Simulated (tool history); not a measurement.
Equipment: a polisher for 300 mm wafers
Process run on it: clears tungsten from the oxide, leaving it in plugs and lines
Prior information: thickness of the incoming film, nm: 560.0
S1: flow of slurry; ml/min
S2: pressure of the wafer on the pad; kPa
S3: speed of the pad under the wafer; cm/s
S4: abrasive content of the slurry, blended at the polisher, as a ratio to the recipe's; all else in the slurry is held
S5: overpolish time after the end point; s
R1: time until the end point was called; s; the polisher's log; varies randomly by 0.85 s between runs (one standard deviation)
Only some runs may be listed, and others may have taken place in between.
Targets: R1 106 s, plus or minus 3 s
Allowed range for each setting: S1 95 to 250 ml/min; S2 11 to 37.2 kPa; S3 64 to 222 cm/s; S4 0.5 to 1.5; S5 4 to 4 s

| run | hour | S1 | S2 | S3 | S4 | S5 | R1 |
|---|---|---|---|---|---|---|---|
| 1 | 0 | 160 | 24.1 | 142 | 1 | 4 | 98.539 |
| 2 | 4.8 | 160 | 24.1 | 142 | 1.1 | 4 | 96.041 |
| 3 | 10.6 | 160 | 24.1 | 142 | 1.25 | 4 | 95.371 |
| 4 | 16.9 | 155 | 23.4 | 142 | 1.25 | 4 | 97.198 |
| 5 | 21.4 | 155 | 23.4 | 106 | 1.25 | 4 | 129.19 |
| 6 | 27.7 | 155 | 20 | 106 | 1.25 | 4 | 145.4 |
| 7 | 36.6 | 165 | 22.8 | 106 | 1.25 | 4 | 130.05 |
| 8 | 45 | 175 | 24.1 | 106 | 1.25 | 4 | 124.41 |
| 9 | 48.5 | 175 | 25.5 | 106 | 1.25 | 4 | 117.53 |

Next run, 5 choices. One meets every target within its allowed miss, the rest don't. Which?
| A | 52 | 190 | 29 | 98 | 1.25 | 4 | ? |
| B | 52 | 180 | 26.2 | 100 | 1.15 | 4 | ? |
| C | 52 | 155 | 29.6 | 122 | 0.95 | 4 | ? |
| D | 52 | 175 | 25.5 | 90 | 1.3 | 4 | ? |
| E | 52 | 160 | 29.6 | 104 | 1.3 | 4 | ? |

| move | R1 |
|---|---|
| A | 112.8 |
| B | 123.38 |
| C | 97.308 |
| D | 136.28 |
| E | 105.64 |
A: moves toward the targets from the last run without getting all of them in spec
B: the biggest miss grows against the last run
C: the result that was furthest off in the last run now lies on the other side of its target
D: the biggest miss grows against the last run
E: each result inside its tolerance
Go with E: it meets all targets.

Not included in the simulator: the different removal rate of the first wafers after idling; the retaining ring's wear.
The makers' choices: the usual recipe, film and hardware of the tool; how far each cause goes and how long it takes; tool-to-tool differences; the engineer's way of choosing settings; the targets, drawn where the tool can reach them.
